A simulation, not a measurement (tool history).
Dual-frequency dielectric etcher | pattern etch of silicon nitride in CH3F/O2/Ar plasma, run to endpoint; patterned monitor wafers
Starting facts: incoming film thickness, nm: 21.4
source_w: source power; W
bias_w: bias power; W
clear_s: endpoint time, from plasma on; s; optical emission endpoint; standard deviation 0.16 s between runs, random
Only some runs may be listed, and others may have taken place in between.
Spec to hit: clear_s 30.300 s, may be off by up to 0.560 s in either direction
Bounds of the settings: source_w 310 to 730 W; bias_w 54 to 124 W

Run 1, day 0.000: source_w 520 W, bias_w 89 W. Result: clear_s 25.885 s.
Run 2, day 0.279: source_w 570 W, bias_w 89 W. Result: clear_s 25.150 s.
Run 3, day 0.558: source_w 530 W, bias_w 87 W. Result: clear_s 25.856 s.
Run 4, day 0.688: source_w 500 W, bias_w 85 W. Result: clear_s 26.708 s.
Run 5, day 0.967: source_w 470 W, bias_w 84 W. Result: clear_s 27.430 s.
Run 6, day 1.150: source_w 420 W, bias_w 84 W. Result: clear_s 28.941 s.
Run 7, day 1.462: source_w 410 W, bias_w 84 W. Result: clear_s 29.231 s.
Run 8, day 1.642: source_w 400 W, bias_w 84 W. Result: clear_s 29.270 s.

Which one of the following 4 next-run settings gets every result inside its allowed miss? There is exactly one.
Run A, day 1.821: source_w 420 W, bias_w 87 W. Result: clear_s ?.
Run B, day 1.821: source_w 450 W, bias_w 83 W. Result: clear_s ?.
Run C, day 1.821: source_w 400 W, bias_w 91 W. Result: clear_s ?.
Run D, day 1.821: source_w 320 W, bias_w 93 W. Result: clear_s ?.

move  clear_s
   A   28.138
   B   28.003
   C   28.075
   D   30.327
A: further off than the last run
B: further off than the last run
C: further off than the last run
D: all results in spec
D meets every target.
